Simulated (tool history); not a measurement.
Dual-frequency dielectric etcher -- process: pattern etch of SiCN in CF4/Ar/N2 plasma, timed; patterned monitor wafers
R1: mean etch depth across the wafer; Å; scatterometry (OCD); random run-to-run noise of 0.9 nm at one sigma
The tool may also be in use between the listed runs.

Run 1, hour 0: source power (W) 530, bias power (W) 81, Ar flow (sccm) 88, CF4 flow (sccm) 81, etch time (s) 163.5. Result: R1 1719.7 Å.
Run 2, hour 7.7: source power (W) 530, bias power (W) 81, Ar flow (sccm) 88, CF4 flow (sccm) 87, etch time (s) 163.5. Result: R1 1715.5 Å.
Run 3, hour 16: source power (W) 490, bias power (W) 80, Ar flow (sccm) 88, CF4 flow (sccm) 87, etch time (s) 163.5. Result: R1 1603 Å.
Run 4, hour 22.6: source power (W) 490, bias power (W) 80, Ar flow (sccm) 88, CF4 flow (sccm) 78, etch time (s) 163.5. Result: R1 1569.1 Å.
Run 5, hour 26.7: source power (W) 470, bias power (W) 80, Ar flow (sccm) 88, CF4 flow (sccm) 78, etch time (s) 163.5. Result: R1 1491.8 Å.
Run 6, hour 30: source power (W) 470, bias power (W) 80, Ar flow (sccm) 74, CF4 flow (sccm) 78, etch time (s) 163.5. Result: R1 1522.9 Å.
Run 7, hour 36.1: source power (W) 460, bias power (W) 80, Ar flow (sccm) 74, CF4 flow (sccm) 78, etch time (s) 163.5. Result: R1 1493.6 Å.

Predict the results of run 8:
Run 8, hour 43: source power (W) 410, bias power (W) 79, Ar flow (sccm) 74, CF4 flow (sccm) 78, etch time (s) 163.5. Result: R1 ?.

{"run 8": {"R1": 1339.7}}

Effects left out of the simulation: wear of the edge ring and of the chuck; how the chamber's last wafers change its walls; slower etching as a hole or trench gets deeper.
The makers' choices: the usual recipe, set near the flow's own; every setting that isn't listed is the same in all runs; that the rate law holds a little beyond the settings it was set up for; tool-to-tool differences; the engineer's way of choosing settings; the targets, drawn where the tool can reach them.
